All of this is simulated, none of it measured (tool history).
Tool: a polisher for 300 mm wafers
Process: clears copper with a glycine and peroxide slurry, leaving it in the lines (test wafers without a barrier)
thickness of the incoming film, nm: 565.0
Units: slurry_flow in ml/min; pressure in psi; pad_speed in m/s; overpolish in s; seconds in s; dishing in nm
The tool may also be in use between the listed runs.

| run | day | slurry_flow | pressure | pad_speed | overpolish | seconds | dishing |
|---|---|---|---|---|---|---|---|
| 1 | 0.000 | 245 | 3.4 | 1.02 | 27 | 97.691 | 78.881 |
| 2 | 0.283 | 245 | 3.6 | 1.02 | 28 | 94.888 | 86.514 |
| 3 | 0.617 | 245 | 3.6 | 0.88 | 28 | 109.420 | 80.990 |
| 4 | 0.792 | 245 | 3.9 | 0.90 | 27 | 101.870 | 81.393 |
| 5 | 1.004 | 245 | 3.9 | 1.02 | 27 | 89.881 | 89.682 |
| 6 | 1.117 | 245 | 4.3 | 1.02 | 27 | 83.182 | 93.794 |
| 7 | 1.383 | 245 | 4.4 | 1.02 | 27 | 82.020 | 97.404 |

The next listed run, before its measurement:
| 8 | 1.579 | 245 | 4.5 | 1.02 | 27 | ? | ? |

seconds: 80.639 s
dishing: 97.636 nm
